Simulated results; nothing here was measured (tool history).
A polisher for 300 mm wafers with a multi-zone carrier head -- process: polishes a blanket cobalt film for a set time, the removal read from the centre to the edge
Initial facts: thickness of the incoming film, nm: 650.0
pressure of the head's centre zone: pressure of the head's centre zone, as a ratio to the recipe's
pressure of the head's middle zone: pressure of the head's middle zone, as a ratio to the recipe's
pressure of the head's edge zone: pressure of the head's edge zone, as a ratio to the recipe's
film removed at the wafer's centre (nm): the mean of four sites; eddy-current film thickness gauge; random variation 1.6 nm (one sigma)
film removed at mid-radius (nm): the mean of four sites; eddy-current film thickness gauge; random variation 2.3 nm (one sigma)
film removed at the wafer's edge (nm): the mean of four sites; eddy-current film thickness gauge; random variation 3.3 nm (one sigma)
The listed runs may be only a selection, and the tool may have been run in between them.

run    day  flow of slurry (ml/min)  pressure of the head's centre zone  pressure of the head's middle zone  pressure of the head's edge zone  polishing time (s)  film removed at the wafer's centre (nm)  film removed at mid-radius (nm)  film removed at the wafer's edge (nm)
  1  0.000                      160                                1.00                                1.00                              1.00                  48                                   242.47                           243.23                                 246.01
  2  0.338                      170                                0.99                                1.03                              1.03                  49                                   252.09                           257.68                                 254.54
  3  0.621                      170                                0.99                                1.03                              1.10                  49                                   248.68                           254.98                                 267.31
  4  0.658                      180                                0.97                                1.05                              1.12                  50                                   253.36                           269.13                                 277.74
  5  0.742                      180                                0.97                                1.05                              1.19                  50                                   250.80                           272.38                                 284.58
  6  0.962                      145                                0.97                                1.05                              1.19                  50                                   239.45                           259.14                                 274.59
  7  1.129                      160                                0.96                                1.07                              1.19                  50                                   245.14                           268.81                                 275.47
  8  1.258                      175                                0.94                                1.08                              1.19                  51                                   250.42                           277.25                                 295.63
  9  1.504                      180                                0.94                                1.10                              1.19                  51                                   250.26                           286.22                                 294.63

Forecast run 10:
 10  1.825                      190                                0.94                                1.12                              1.19                  51                                        ?                                ?                                      ?

film removed at the wafer's centre (nm): 253.13
film removed at mid-radius (nm): 293.00
film removed at the wafer's edge (nm): 297.45

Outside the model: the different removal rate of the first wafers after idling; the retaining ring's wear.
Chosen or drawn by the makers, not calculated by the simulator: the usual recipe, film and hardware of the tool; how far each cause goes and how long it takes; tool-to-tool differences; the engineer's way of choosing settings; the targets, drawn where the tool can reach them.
